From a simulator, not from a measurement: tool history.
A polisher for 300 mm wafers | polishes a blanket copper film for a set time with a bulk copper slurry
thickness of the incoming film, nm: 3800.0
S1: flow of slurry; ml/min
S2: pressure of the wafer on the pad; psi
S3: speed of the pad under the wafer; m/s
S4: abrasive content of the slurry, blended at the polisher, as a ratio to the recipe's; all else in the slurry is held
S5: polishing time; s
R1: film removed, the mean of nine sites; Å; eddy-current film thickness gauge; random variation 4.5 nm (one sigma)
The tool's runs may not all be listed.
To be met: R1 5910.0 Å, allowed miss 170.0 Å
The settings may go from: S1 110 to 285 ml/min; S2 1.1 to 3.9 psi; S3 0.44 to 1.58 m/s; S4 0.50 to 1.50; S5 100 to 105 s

Run 1, hour 0.0: S1 180 ml/min, S2 2.5 psi, S3 1.00 m/s, S4 1.00, S5 100 s. Result: R1 6852.8 Å.
Run 2, hour 0.5: S1 180 ml/min, S2 2.5 psi, S3 1.00 m/s, S4 1.00, S5 105 s. Result: R1 7105.3 Å.
Run 3, hour 5.4: S1 180 ml/min, S2 2.5 psi, S3 1.20 m/s, S4 1.00, S5 105 s. Result: R1 8532.9 Å.
Run 4, hour 7.6: S1 180 ml/min, S2 2.5 psi, S3 1.20 m/s, S4 1.15, S5 105 s. Result: R1 8581.7 Å.
Run 5, hour 11.7: S1 180 ml/min, S2 2.5 psi, S3 1.20 m/s, S4 1.15, S5 105 s. Result: R1 8615.8 Å.
Run 6, hour 18.6: S1 180 ml/min, S2 2.5 psi, S3 1.06 m/s, S4 1.15, S5 105 s. Result: R1 7700.2 Å.
Run 7, hour 19.7: S1 175 ml/min, S2 2.3 psi, S3 1.06 m/s, S4 1.15, S5 105 s. Result: R1 7256.2 Å.
Run 8, hour 20.8: S1 175 ml/min, S2 2.1 psi, S3 1.06 m/s, S4 1.15, S5 105 s. Result: R1 6662.0 Å.
Run 9, hour 28.3: S1 175 ml/min, S2 2.0 psi, S3 1.06 m/s, S4 1.15, S5 105 s. Result: R1 6496.3 Å.
Run 10, hour 28.8: S1 175 ml/min, S2 1.9 psi, S3 1.06 m/s, S4 1.15, S5 105 s. Result: R1 6210.1 Å.

Which of these 4 next moves meets every target?
Run A, hour 29.3: S1 155 ml/min, S2 1.8 psi, S3 1.06 m/s, S4 1.15, S5 105 s. Result: R1 ?.
Run B, hour 29.3: S1 185 ml/min, S2 1.8 psi, S3 1.12 m/s, S4 1.10, S5 105 s. Result: R1 ?.
Run C, hour 29.3: S1 115 ml/min, S2 2.2 psi, S3 1.04 m/s, S4 1.10, S5 105 s. Result: R1 ?.
Run D, hour 29.3: S1 195 ml/min, S2 1.3 psi, S3 1.54 m/s, S4 1.25, S5 103 s. Result: R1 ?.

move      R1
   A  5826.8
   B  6267.0
   C  6184.7
   D  6708.1
A: meets every target
B: further off than the last run
C: nearer than the last run, and not there yet
D: further off than the last run
The right move is A.

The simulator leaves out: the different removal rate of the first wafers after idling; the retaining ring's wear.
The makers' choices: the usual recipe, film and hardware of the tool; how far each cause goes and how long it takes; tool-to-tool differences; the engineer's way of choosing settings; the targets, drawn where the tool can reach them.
